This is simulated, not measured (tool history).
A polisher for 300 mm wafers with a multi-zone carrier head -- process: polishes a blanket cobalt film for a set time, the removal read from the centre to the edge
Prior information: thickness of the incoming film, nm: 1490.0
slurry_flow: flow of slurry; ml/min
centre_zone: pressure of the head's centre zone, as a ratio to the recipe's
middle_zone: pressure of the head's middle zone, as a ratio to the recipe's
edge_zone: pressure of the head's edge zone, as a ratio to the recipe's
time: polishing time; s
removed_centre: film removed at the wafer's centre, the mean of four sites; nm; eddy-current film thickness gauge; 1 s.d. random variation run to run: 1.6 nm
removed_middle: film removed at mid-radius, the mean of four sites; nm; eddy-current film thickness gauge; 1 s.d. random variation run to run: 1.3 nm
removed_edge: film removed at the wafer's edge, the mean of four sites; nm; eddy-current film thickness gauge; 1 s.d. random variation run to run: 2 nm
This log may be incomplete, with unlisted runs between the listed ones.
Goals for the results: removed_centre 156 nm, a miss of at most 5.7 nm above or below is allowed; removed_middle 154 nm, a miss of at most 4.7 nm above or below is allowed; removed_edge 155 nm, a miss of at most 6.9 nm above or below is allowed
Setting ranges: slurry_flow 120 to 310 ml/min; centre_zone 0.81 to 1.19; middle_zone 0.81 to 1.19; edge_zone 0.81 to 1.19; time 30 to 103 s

run,day,slurry_flow,centre_zone,middle_zone,edge_zone,time,removed_centre,removed_middle,removed_edge
1,0,200,1,1,1,66,227.9,229.73,233.12
2,0.238,195,0.99,0.98,0.97,61,208.09,211.7,211.72
3,0.3,195,0.99,0.91,0.97,61,203.1,200.4,209.02
4,0.638,195,0.94,0.91,0.97,61,199.1,201.8,205.22
5,0.95,225,0.94,0.91,0.97,61,200.97,202.52,211.6
6,1.117,225,0.98,0.91,0.97,61,209.72,202.43,210.39
7,1.3,220,0.97,0.9,0.95,57,191.18,187.24,197.63
8,1.35,220,0.97,0.9,0.95,57,193.45,189.46,198.59
9,1.379,210,0.97,0.89,0.92,54,181.36,177.31,182.68

Which single option among these 5 for the next run brings every result within its allowed miss of target? Just one does.
A,1.408,180,1.05,1,0.85,44,?,?,?
B,1.408,170,0.95,0.96,0.83,49,?,?,?
C,1.408,195,0.99,0.94,0.92,46,?,?,?
D,1.408,215,1.03,0.88,0.81,48,?,?,?
E,1.408,235,1.02,0.88,0.85,47,?,?,?

move,removed_centre,removed_middle,removed_edge
A,154.06,153.65,143.81
B,155.04,165.16,157.78
C,153.88,155.06,157
D,168.52,156.06,156.01
E,165.16,154.2,157.11
A: corrects the largest miss of the last run, while another result sits out of spec
B: closer than the last run, but not yet in spec
C: all results land within tolerance of their targets
D: corrects the largest miss of the last run, while another result sits out of spec
E: corrects the largest miss of the last run, while another result sits out of spec
Go with C: it meets all targets.

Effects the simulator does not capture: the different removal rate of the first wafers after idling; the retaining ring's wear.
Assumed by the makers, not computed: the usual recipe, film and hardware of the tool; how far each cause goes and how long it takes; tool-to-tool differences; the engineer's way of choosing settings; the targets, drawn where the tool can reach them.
